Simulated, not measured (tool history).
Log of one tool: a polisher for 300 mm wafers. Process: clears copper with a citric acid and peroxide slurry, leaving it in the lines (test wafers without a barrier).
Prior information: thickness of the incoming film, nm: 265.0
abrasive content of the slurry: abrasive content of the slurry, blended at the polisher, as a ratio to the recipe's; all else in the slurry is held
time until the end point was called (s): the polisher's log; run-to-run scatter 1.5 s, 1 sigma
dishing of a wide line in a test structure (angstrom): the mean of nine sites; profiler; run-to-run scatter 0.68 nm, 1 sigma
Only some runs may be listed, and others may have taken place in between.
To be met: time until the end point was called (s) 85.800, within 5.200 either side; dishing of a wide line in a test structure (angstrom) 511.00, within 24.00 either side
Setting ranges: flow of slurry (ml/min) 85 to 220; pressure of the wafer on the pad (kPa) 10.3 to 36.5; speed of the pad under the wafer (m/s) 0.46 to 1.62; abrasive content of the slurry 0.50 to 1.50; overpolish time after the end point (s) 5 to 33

run	hour	flow of slurry (ml/min)	pressure of the wafer on the pad (kPa)	speed of the pad under the wafer (m/s)	abrasive content of the slurry	overpolish time after the end point (s)	time until the end point was called (s)	dishing of a wide line in a test structure (angstrom)
1	0.0	140	23.4	1.04	1.00	17	97.223	307.02
2	4.9	140	23.4	1.14	1.00	17	90.541	339.07
3	13.6	170	23.4	1.14	1.00	17	86.675	347.53
4	21.6	170	23.4	1.14	0.80	17	91.841	328.13
5	26.7	165	23.4	1.14	0.80	18	92.664	347.94
6	28.1	165	23.4	1.14	0.80	13	95.210	251.37
# hour 29.6: worn pad replaced by a new one
7	29.6	160	23.4	1.14	0.80	15	82.497	321.01
8	30.6	165	24.1	1.14	0.80	16	78.743	350.35
9	31.3	165	24.1	1.14	0.80	17	79.164	376.22
10	37.8	165	24.1	1.14	0.80	18	81.422	395.26
11	42.5	165	24.1	1.14	0.80	19	79.902	427.11
12	43.6	165	24.1	1.14	0.80	20	79.709	422.53
13	44.9	165	23.4	1.14	0.80	21	79.779	440.06
14	45.8	165	23.4	1.14	0.85	22	80.378	475.85

Below are 5 possible settings for the next run. Only one of them brings all results inside the allowed miss of their targets. Which is it?
A	46.7	185	20.0	1.36	1.00	19	?	?
B	46.7	180	22.1	0.92	0.95	30	?	?
C	46.7	155	21.4	1.20	0.85	29	?	?
D	46.7	175	20.0	1.42	1.15	20	?	?
E	46.7	135	23.4	1.16	0.70	26	?	?

move	time until the end point was called (s)	dishing of a wide line in a test structure (angstrom)
A	73.321	432.14
B	99.154	496.94
C	83.365	556.95
D	68.158	480.61
E	85.250	501.83
A: misses by more than the last run did
B: the worst result of the last run now meets its target, but another is out of spec
C: moves the result that the last run missed by most past its target, out the other side
D: misses by more than the last run did
E: hits every target within its allowed miss
So the answer is move E, the one that meets all the targets.

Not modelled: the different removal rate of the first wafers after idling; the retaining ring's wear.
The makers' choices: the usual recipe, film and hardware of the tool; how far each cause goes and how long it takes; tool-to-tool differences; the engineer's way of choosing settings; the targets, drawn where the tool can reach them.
